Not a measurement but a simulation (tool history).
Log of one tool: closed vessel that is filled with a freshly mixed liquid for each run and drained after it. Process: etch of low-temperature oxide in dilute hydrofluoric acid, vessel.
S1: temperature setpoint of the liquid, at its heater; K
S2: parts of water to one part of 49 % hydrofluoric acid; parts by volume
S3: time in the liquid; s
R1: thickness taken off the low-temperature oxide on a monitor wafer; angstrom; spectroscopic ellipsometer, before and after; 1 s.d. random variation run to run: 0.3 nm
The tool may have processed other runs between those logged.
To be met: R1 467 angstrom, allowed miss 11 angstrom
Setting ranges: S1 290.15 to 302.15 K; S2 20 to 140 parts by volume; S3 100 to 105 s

Run 1, hour 0: S1 294.15 K, S2 75 parts by volume, S3 100 s. Result: R1 283.97 angstrom.
Run 2, hour 2.4: S1 296.15 K, S2 70 parts by volume, S3 100 s. Result: R1 329.52 angstrom.
Run 3, hour 4.6: S1 296.15 K, S2 70 parts by volume, S3 100 s. Result: R1 332.54 angstrom.
Run 4, hour 11.9: S1 296.15 K, S2 45 parts by volume, S3 100 s. Result: R1 533.18 angstrom.
Run 5, hour 18.6: S1 297.15 K, S2 45 parts by volume, S3 100 s. Result: R1 553.03 angstrom.
Run 6, hour 25.5: S1 296.15 K, S2 45 parts by volume, S3 100 s. Result: R1 529.52 angstrom.
Run 7, hour 32: S1 295.65 K, S2 45 parts by volume, S3 100 s. Result: R1 523.66 angstrom.
Run 8, hour 36.6: S1 295.15 K, S2 45 parts by volume, S3 100 s. Result: R1 514.17 angstrom.
Run 9, hour 43.1: S1 294.65 K, S2 45 parts by volume, S3 100 s. Result: R1 496.86 angstrom.
Run 10, hour 49.2: S1 294.15 K, S2 45 parts by volume, S3 100 s. Result: R1 487.19 angstrom.

Which single option among these 4 for the next run brings every result within its allowed miss of target? Just one does.
Run A, hour 55.3: S1 293.15 K, S2 45 parts by volume, S3 100 s. Result: R1 ?.
Run B, hour 55.3: S1 294.65 K, S2 45 parts by volume, S3 100 s. Result: R1 ?.
Run C, hour 55.3: S1 292.15 K, S2 40 parts by volume, S3 100 s. Result: R1 ?.
Run D, hour 55.3: S1 296.15 K, S2 50 parts by volume, S3 105 s. Result: R1 ?.

move      R1
   A  470.54
   B  501.42
   C  510.18
   D   501.3
A: each result inside its tolerance
B: its largest miss is bigger than the last run's
C: its largest miss is bigger than the last run's
D: its largest miss is bigger than the last run's
A meets every target.

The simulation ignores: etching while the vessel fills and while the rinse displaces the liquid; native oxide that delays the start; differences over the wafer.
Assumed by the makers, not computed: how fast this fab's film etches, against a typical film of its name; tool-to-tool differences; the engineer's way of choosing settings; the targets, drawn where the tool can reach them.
